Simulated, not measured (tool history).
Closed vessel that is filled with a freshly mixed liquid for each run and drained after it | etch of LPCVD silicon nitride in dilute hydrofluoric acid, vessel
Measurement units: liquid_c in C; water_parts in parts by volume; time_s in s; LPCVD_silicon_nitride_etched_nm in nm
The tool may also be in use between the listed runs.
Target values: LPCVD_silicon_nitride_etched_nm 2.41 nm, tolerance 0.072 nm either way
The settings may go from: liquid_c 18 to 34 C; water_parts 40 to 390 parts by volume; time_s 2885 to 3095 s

| run | hour | liquid_c | water_parts | time_s | LPCVD_silicon_nitride_etched_nm |
|---|---|---|---|---|---|
| 1 | 0 | 26 | 215 | 2885 | 5.7219 |
| 2 | 7.9 | 23 | 215 | 2885 | 4.7432 |
| 3 | 14.1 | 22 | 235 | 2885 | 4.1327 |
| 4 | 19.6 | 19 | 235 | 2885 | 3.3509 |
| 5 | 23 | 18 | 235 | 2885 | 3.1566 |
| 6 | 31.4 | 21 | 235 | 2885 | 3.8402 |
| 7 | 34.4 | 20.5 | 250 | 2885 | 3.4753 |
| 8 | 36.3 | 20 | 260 | 2885 | 3.2478 |
| 9 | 37.8 | 19.5 | 270 | 2885 | 3.0488 |
| 10 | 42 | 19 | 280 | 2885 | 2.8613 |
| 11 | 47.8 | 19 | 285 | 2885 | 2.7846 |

Which one of the following 5 next-run settings gets every result inside its allowed miss? There is exactly one.
| A | 53.6 | 18.5 | 280 | 3065 | ? |
| B | 53.6 | 18 | 300 | 3005 | ? |
| C | 53.6 | 18 | 330 | 3010 | ? |
| D | 53.6 | 20 | 315 | 2885 | ? |
| E | 53.6 | 21 | 265 | 3050 | ? |

| move | LPCVD_silicon_nitride_etched_nm |
|---|---|
| A | 2.9198 |
| B | 2.5942 |
| C | 2.3727 |
| D | 2.7012 |
| E | 3.598 |
A: the biggest miss grows against the last run
B: closer than the last run, but not yet in spec
C: every result within its allowed miss
D: closer than the last run, but not yet in spec
E: the biggest miss grows against the last run
C is the move that brings every result within its allowed miss.
